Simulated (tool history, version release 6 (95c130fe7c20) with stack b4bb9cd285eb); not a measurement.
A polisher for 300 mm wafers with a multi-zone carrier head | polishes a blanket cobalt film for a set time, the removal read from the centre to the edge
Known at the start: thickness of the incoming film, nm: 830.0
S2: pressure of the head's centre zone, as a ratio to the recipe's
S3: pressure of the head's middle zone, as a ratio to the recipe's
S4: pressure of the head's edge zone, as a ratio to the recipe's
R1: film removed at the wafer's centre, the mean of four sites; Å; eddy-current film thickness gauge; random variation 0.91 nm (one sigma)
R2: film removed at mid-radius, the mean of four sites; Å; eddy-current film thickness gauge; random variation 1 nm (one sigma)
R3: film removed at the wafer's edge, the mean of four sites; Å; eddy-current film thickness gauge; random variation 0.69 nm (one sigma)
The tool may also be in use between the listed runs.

Run 1, day 0: flow of slurry (ml/min) 280, S2 1, S3 1, S4 1, polishing time (s) 31. Result: R1 1671.7 Å, R2 1736.3 Å, R3 1716.9 Å.
Run 2, day 0.05: flow of slurry (ml/min) 275, S2 1, S3 0.98, S4 0.98, polishing time (s) 28. Result: R1 1553.8 Å, R2 1535.9 Å, R3 1544.4 Å.
Run 3, day 0.096: flow of slurry (ml/min) 275, S2 1, S3 0.98, S4 1.03, polishing time (s) 28. Result: R1 1535.6 Å, R2 1535 Å, R3 1578.6 Å.
Run 4, day 0.396: flow of slurry (ml/min) 270, S2 0.99, S3 0.96, S4 1.01, polishing time (s) 26. Result: R1 1370.3 Å, R2 1364.8 Å, R3 1469.6 Å.
Run 5, day 0.458: flow of slurry (ml/min) 310, S2 0.99, S3 0.96, S4 1.01, polishing time (s) 26. Result: R1 1414.2 Å, R2 1392.1 Å, R3 1468.7 Å.
Run 6, day 0.629: flow of slurry (ml/min) 310, S2 0.99, S3 0.88, S4 1.01, polishing time (s) 26. Result: R1 1418.6 Å, R2 1272.1 Å, R3 1486.3 Å.
Run 7, day 0.679: flow of slurry (ml/min) 310, S2 0.99, S3 0.88, S4 1.01, polishing time (s) 26. Result: R1 1438.3 Å, R2 1282.3 Å, R3 1476.4 Å.
Run 8, day 0.838: flow of slurry (ml/min) 315, S2 0.99, S3 0.88, S4 0.99, polishing time (s) 24. Result: R1 1308 Å, R2 1208.4 Å, R3 1348 Å.

Run 9 comes next. What will it give?
Run 9, day 1.079: flow of slurry (ml/min) 315, S2 1, S3 0.87, S4 0.98, polishing time (s) 23. Result: R1 ?, R2 ?, R3 ?.

Run 9 gave R1 1300.3 Å, R2 1118.3 Å, R3 1285.4 Å.
